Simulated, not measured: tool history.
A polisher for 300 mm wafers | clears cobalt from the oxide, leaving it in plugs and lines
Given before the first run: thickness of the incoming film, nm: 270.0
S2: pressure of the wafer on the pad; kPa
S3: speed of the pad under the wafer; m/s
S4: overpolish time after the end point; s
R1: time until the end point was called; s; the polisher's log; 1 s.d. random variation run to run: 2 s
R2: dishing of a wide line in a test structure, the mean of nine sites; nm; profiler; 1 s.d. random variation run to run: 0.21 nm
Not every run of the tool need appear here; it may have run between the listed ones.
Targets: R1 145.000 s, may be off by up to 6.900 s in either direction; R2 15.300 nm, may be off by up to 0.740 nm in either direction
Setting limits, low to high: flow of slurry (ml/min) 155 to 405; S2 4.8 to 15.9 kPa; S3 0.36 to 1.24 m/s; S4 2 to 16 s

{"run": 1, "hour": 0.0, "flow of slurry (ml/min)": 260, "S2": 10.3, "S3": 0.8, "S4": 8, "R1": 80.95, "R2": 20.121}
{"run": 2, "hour": 4.0, "flow of slurry (ml/min)": 260, "S2": 11.7, "S3": 0.8, "S4": 8, "R1": 70.535, "R2": 22.285}
{"run": 3, "hour": 4.8, "flow of slurry (ml/min)": 225, "S2": 11.7, "S3": 0.8, "S4": 8, "R1": 73.205, "R2": 22.019}
{"run": 4, "hour": 6.0, "flow of slurry (ml/min)": 215, "S2": 9.7, "S3": 0.78, "S4": 9, "R1": 89.272, "R2": 20.419}
{"run": 5, "hour": 12.4, "flow of slurry (ml/min)": 215, "S2": 8.3, "S3": 0.76, "S4": 9, "R1": 108.21, "R2": 17.662}
{"run": 6, "hour": 16.0, "flow of slurry (ml/min)": 175, "S2": 8.3, "S3": 0.76, "S4": 9, "R1": 109.51, "R2": 17.36}
{"run": 7, "hour": 16.6, "flow of slurry (ml/min)": 175, "S2": 7.6, "S3": 0.76, "S4": 9, "R1": 123.45, "R2": 16.183}
{"run": 8, "hour": 23.8, "flow of slurry (ml/min)": 170, "S2": 6.9, "S3": 0.76, "S4": 9, "R1": 134.87, "R2": 14.79}

Exercise: of the 4 proposed moves below, exactly one satisfies all targets within the stated allowed misses. Which move is it?
{"run": "A", "hour": 31.0, "flow of slurry (ml/min)": 235, "S2": 5.5, "S3": 0.96, "S4": 8, "R1": "?", "R2": "?"}
{"run": "B", "hour": 31.0, "flow of slurry (ml/min)": 170, "S2": 6.9, "S3": 0.82, "S4": 8, "R1": "?", "R2": "?"}
{"run": "C", "hour": 31.0, "flow of slurry (ml/min)": 220, "S2": 5.5, "S3": 0.82, "S4": 10, "R1": "?", "R2": "?"}
{"run": "D", "hour": 31.0, "flow of slurry (ml/min)": 155, "S2": 6.9, "S3": 0.82, "S4": 9, "R1": "?", "R2": "?"}

move=A R1=126.120 R2=14.175
move=B R1=125.020 R2=14.275
move=C R1=148.300 R2=14.937
move=D R1=127.330 R2=15.508
A: further off than the last run
B: further off than the last run
C: all results in spec
D: further off than the last run
The right move is C.
